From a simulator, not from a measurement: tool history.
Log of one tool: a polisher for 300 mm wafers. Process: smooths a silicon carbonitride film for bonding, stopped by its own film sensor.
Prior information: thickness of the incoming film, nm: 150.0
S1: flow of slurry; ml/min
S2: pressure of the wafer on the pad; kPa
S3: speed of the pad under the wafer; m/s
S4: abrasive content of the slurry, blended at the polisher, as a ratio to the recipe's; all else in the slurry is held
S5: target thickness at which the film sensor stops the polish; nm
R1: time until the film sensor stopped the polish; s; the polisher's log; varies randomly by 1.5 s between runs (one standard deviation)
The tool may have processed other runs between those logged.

run 1 hour=0 | S1=170 S2=13.8 S3=0.88 S4=1 S5=135 | R1=92.03
run 2 hour=3.5 | S1=170 S2=15.2 S3=0.88 S4=1 S5=135 | R1=82.054
run 3 hour=5.9 | S1=215 S2=15.2 S3=0.88 S4=1 S5=135 | R1=80.922
run 4 hour=12.5 | S1=215 S2=14.5 S3=0.88 S4=1 S5=135 | R1=84.023
run 5 hour=20 | S1=215 S2=13.8 S3=0.88 S4=1 S5=135 | R1=85.406
run 6 hour=22.2 | S1=210 S2=13.1 S3=0.88 S4=1 S5=135 | R1=90.849
run 7 hour=31.2 | S1=210 S2=12.4 S3=0.88 S4=1 S5=135 | R1=96.194
-- hour=36.2 slurry nozzle cleaned
run 8 hour=36.2 | S1=210 S2=11.7 S3=0.88 S4=1 S5=135 | R1=97.192
run 9 hour=43.5 | S1=210 S2=11.7 S3=0.88 S4=1 S5=135 | R1=98.371

Run 10 has not been measured yet. What should we expect?
run 10 hour=51 | S1=210 S2=11 S3=0.88 S4=1 S5=135 | R1=?

{"run 10": {"R1": 101.57}}

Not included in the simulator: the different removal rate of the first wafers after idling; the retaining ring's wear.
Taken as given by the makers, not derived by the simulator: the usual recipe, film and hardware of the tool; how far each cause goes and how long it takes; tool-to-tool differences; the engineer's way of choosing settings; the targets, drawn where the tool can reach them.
